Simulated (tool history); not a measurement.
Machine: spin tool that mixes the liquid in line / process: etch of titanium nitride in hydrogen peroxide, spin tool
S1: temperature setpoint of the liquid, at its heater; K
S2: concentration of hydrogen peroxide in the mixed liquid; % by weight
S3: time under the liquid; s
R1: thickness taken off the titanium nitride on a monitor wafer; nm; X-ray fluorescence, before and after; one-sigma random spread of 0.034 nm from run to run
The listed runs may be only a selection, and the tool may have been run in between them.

{"run": 1, "hour": 0.0, "S1": 329.15, "S2": 22.5, "S3": 75, "R1": 3.3974}
{"run": 2, "hour": 3.7, "S1": 329.15, "S2": 20, "S3": 75, "R1": 3.3308}
{"run": 3, "hour": 10.7, "S1": 329.15, "S2": 20, "S3": 75, "R1": 3.342}
{"run": 4, "hour": 16.9, "S1": 330.15, "S2": 20, "S3": 75, "R1": 3.5934}
{"run": 5, "hour": 20.7, "S1": 330.15, "S2": 20, "S3": 75, "R1": 3.5808}
{"run": 6, "hour": 21.6, "S1": 327.15, "S2": 20, "S3": 75, "R1": 2.9086}
{"run": 7, "hour": 27.9, "S1": 328.15, "S2": 20, "S3": 75, "R1": 3.1247}
{"run": 8, "hour": 36.0, "S1": 329.15, "S2": 20, "S3": 75, "R1": 3.3269}
{"run": 9, "hour": 37.7, "S1": 330.15, "S2": 20, "S3": 75, "R1": 3.5763}

Estimate the outcome of run 10 from the log above:
{"run": 10, "hour": 45.6, "S1": 330.65, "S2": 20, "S3": 75, "R1": "?"}

{"run 10": {"R1": 3.6963}}
